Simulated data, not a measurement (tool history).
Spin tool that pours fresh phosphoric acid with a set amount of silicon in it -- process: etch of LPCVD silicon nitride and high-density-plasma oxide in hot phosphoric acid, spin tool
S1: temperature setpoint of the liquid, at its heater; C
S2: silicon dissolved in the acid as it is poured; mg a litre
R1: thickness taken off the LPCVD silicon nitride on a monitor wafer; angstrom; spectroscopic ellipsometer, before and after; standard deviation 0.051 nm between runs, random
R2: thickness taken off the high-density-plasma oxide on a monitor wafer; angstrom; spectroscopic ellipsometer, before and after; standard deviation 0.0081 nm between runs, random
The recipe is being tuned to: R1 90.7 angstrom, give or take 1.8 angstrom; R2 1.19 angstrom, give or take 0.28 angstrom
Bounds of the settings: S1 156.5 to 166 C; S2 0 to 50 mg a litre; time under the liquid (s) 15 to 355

{"run": 1, "hour": 0.0, "S1": 161, "S2": 26.5, "time under the liquid (s)": 180, "R1": 148.81, "R2": 2.5879}
{"run": 2, "hour": 4.1, "S1": 161, "S2": 26.5, "time under the liquid (s)": 140, "R1": 116.06, "R2": 2.0606}
{"run": 3, "hour": 7.6, "S1": 160, "S2": 26.5, "time under the liquid (s)": 140, "R1": 111.64, "R2": 2.1098}
{"run": 4, "hour": 9.1, "S1": 160, "S2": 26.5, "time under the liquid (s)": 80, "R1": 64.018, "R2": 1.1026}
{"run": 5, "hour": 9.9, "S1": 160, "S2": 26.5, "time under the liquid (s)": 15, "R1": 12.057, "R2": 0.2574}
{"run": 6, "hour": 17.4, "S1": 160, "S2": 26.5, "time under the liquid (s)": 15, "R1": 12.089, "R2": 0.21048}
{"run": 7, "hour": 21.0, "S1": 159.5, "S2": 27.5, "time under the liquid (s)": 25, "R1": 19.715, "R2": 0.3433}
{"hour": 24.1, "done": "thermometer replaced"}
{"run": 8, "hour": 24.1, "S1": 159, "S2": 28, "time under the liquid (s)": 30, "R1": 24.921, "R2": 0.45058}
{"run": 9, "hour": 29.7, "S1": 158.5, "S2": 29.5, "time under the liquid (s)": 35, "R1": 28.312, "R2": 0.43885}
{"run": 10, "hour": 36.8, "S1": 158, "S2": 29.5, "time under the liquid (s)": 40, "R1": 31.845, "R2": 0.48437}
{"run": 11, "hour": 44.7, "S1": 158, "S2": 29.5, "time under the liquid (s)": 45, "R1": 35.861, "R2": 0.60734}
{"run": 12, "hour": 50.0, "S1": 158, "S2": 30.5, "time under the liquid (s)": 50, "R1": 39.522, "R2": 0.59209}
{"run": 13, "hour": 52.9, "S1": 158, "S2": 30.5, "time under the liquid (s)": 50, "R1": 39.702, "R2": 0.61955}
{"run": 14, "hour": 59.2, "S1": 158, "S2": 31, "time under the liquid (s)": 55, "R1": 43.894, "R2": 0.66574}
{"run": 15, "hour": 67.5, "S1": 158, "S2": 31.5, "time under the liquid (s)": 60, "R1": 47.91, "R2": 0.81934}
{"run": 16, "hour": 75.5, "S1": 158, "S2": 34, "time under the liquid (s)": 60, "R1": 47.86, "R2": 0.65575}
{"run": 17, "hour": 80.1, "S1": 158, "S2": 34, "time under the liquid (s)": 65, "R1": 52.296, "R2": 0.73143}
{"run": 18, "hour": 82.9, "S1": 157, "S2": 35, "time under the liquid (s)": 75, "R1": 57.601, "R2": 0.65188}
{"run": 19, "hour": 85.6, "S1": 157, "S2": 34.5, "time under the liquid (s)": 80, "R1": 61.831, "R2": 0.74345}
{"run": 20, "hour": 90.9, "S1": 157, "S2": 34, "time under the liquid (s)": 85, "R1": 65.517, "R2": 0.897}
{"run": 21, "hour": 93.9, "S1": 157, "S2": 34, "time under the liquid (s)": 90, "R1": 69.681, "R2": 0.9834}

Exercise: of the 5 proposed moves below, exactly one satisfies all targets within the stated allowed misses. Which move is it?
{"run": "A", "hour": 96.9, "S1": 156.5, "S2": 10.5, "time under the liquid (s)": 120, "R1": "?", "R2": "?"}
{"run": "B", "hour": 96.9, "S1": 156.5, "S2": 34.5, "time under the liquid (s)": 125, "R1": "?", "R2": "?"}
{"run": "C", "hour": 96.9, "S1": 156.5, "S2": 44, "time under the liquid (s)": 120, "R1": "?", "R2": "?"}
{"run": "D", "hour": 96.9, "S1": 156.5, "S2": 44.5, "time under the liquid (s)": 120, "R1": "?", "R2": "?"}
{"run": "E", "hour": 96.9, "S1": 156.5, "S2": 33, "time under the liquid (s)": 120, "R1": "?", "R2": "?"}

move=A R1=91.559 R2=2.4326
move=B R1=95.374 R2=1.1673
move=C R1=91.559 R2=0.60131
move=D R1=91.559 R2=0.57397
move=E R1=91.559 R2=1.2026
A: the worst result of the last run now meets its target, but another is out of spec
B: carries the result that was furthest off beyond its target, to the other side
C: the worst result of the last run now meets its target, but another is out of spec
D: the worst result of the last run now meets its target, but another is out of spec
E: meets every target
Move E is the one to make.
